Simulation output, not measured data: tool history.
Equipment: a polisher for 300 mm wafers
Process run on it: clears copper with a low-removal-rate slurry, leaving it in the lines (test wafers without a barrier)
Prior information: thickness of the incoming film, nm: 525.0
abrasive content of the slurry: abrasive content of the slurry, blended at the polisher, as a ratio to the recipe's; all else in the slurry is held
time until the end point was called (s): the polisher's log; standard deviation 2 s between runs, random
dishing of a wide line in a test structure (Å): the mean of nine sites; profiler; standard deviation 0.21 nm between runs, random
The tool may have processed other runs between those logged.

run,hour,flow of slurry (ml/min),pressure of the wafer on the pad (kPa),speed of the pad under the wafer (cm/s),abrasive content of the slurry,overpolish time after the end point (s),time until the end point was called (s),dishing of a wide line in a test structure (Å)
1,0.0,240,15.9,132,1.0,18,149.01,432.87
2,1.7,240,12.4,132,1.0,18,186.95,335.10
3,7.1,240,9.0,132,1.0,18,258.39,260.40
4,15.9,240,10.3,132,1.0,18,226.11,287.03
5,17.0,240,10.3,106,1.0,18,260.52,252.64
6,21.4,260,10.3,104,1.1,14,265.75,205.28

What does the tool deliver on the next run?
7,30.2,290,10.3,104,1.2,11,?,?

time until the end point was called (s): 256.49
dishing of a wide line in a test structure (Å): 172.04
